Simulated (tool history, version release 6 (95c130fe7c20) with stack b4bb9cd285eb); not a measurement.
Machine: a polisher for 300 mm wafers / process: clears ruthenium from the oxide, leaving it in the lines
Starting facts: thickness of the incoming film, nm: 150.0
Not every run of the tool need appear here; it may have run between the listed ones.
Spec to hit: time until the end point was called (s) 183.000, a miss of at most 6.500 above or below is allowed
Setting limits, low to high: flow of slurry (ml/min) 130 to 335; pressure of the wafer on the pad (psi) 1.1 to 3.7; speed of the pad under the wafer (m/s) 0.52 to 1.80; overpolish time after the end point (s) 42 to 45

run,hour,flow of slurry (ml/min),pressure of the wafer on the pad (psi),speed of the pad under the wafer (m/s),overpolish time after the end point (s),time until the end point was called (s)
1,0.0,215,2.4,1.16,42,106.100
2,2.0,215,2.4,1.30,42,95.548
3,6.9,215,2.1,1.26,42,110.640
4,13.2,215,2.1,1.26,42,110.010
5,20.8,215,1.8,1.22,42,131.840
6,26.9,215,1.6,1.22,42,146.860
7,33.9,210,1.1,1.20,42,207.150
8,35.5,220,1.1,1.20,42,203.860

5 next moves are on the table. One of them brings every result within its allowed miss. Which?
A,37.1,240,1.2,1.06,42,?
B,37.1,240,1.2,1.14,42,?
C,37.1,255,1.1,1.32,45,?
D,37.1,205,1.1,1.22,42,?
E,37.1,200,1.1,1.00,45,?

move,time until the end point was called (s)
A,213.000
B,198.510
C,184.300
D,202.180
E,245.570
A: the biggest miss grows against the last run
B: moves toward the targets from the last run without getting all of them in spec
C: every result lands within tolerance
D: moves toward the targets from the last run without getting all of them in spec
E: the biggest miss grows against the last run
Go with C: it meets all targets.
